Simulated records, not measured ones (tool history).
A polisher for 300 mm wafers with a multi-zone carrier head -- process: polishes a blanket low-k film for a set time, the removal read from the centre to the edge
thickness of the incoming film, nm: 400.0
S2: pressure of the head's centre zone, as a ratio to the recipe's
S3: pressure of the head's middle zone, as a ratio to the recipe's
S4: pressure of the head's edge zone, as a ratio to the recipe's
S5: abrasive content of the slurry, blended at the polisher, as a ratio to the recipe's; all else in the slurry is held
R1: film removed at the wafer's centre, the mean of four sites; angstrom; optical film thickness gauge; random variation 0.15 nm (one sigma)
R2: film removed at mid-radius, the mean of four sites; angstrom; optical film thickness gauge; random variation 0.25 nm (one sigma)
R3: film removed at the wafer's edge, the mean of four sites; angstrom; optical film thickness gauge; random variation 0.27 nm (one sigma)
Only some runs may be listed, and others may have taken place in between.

Run 1, hour 0.0: flow of slurry (ml/min) 290, S2 1.00, S3 1.00, S4 1.00, S5 1.00, polishing time (s) 89. Result: R1 343.78 angstrom, R2 338.65 angstrom, R3 349.94 angstrom.
Run 2, hour 1.4: flow of slurry (ml/min) 295, S2 0.99, S3 1.01, S4 0.97, S5 0.90, polishing time (s) 87. Result: R1 319.62 angstrom, R2 324.66 angstrom, R3 319.98 angstrom.
Run 3, hour 7.6: flow of slurry (ml/min) 295, S2 0.99, S3 0.95, S4 0.97, S5 0.90, polishing time (s) 87. Result: R1 316.91 angstrom, R2 309.59 angstrom, R3 320.26 angstrom.
Run 4, hour 11.3: flow of slurry (ml/min) 295, S2 0.99, S3 1.01, S4 0.97, S5 0.90, polishing time (s) 87. Result: R1 317.57 angstrom, R2 327.68 angstrom, R3 323.39 angstrom.
Run 5, hour 16.9: flow of slurry (ml/min) 295, S2 0.99, S3 1.01, S4 0.97, S5 0.90, polishing time (s) 109. Result: R1 399.51 angstrom, R2 411.52 angstrom, R3 406.29 angstrom.
Run 6, hour 24.6: flow of slurry (ml/min) 295, S2 0.98, S3 1.00, S4 0.94, S5 0.80, polishing time (s) 103. Result: R1 358.07 angstrom, R2 372.10 angstrom, R3 357.05 angstrom.
Run 7, hour 29.5: flow of slurry (ml/min) 295, S2 0.97, S3 0.99, S4 0.92, S5 0.75, polishing time (s) 98. Result: R1 326.88 angstrom, R2 342.53 angstrom, R3 326.17 angstrom.

Run 8 is up next; what results do you expect?
Run 8, hour 35.5: flow of slurry (ml/min) 295, S2 0.96, S3 0.98, S4 0.90, S5 0.70, polishing time (s) 94. Result: R1 ?, R2 ?, R3 ?.

{"run 8": {"R1": 303.93, "R2": 317.15, "R3": 301.7}}
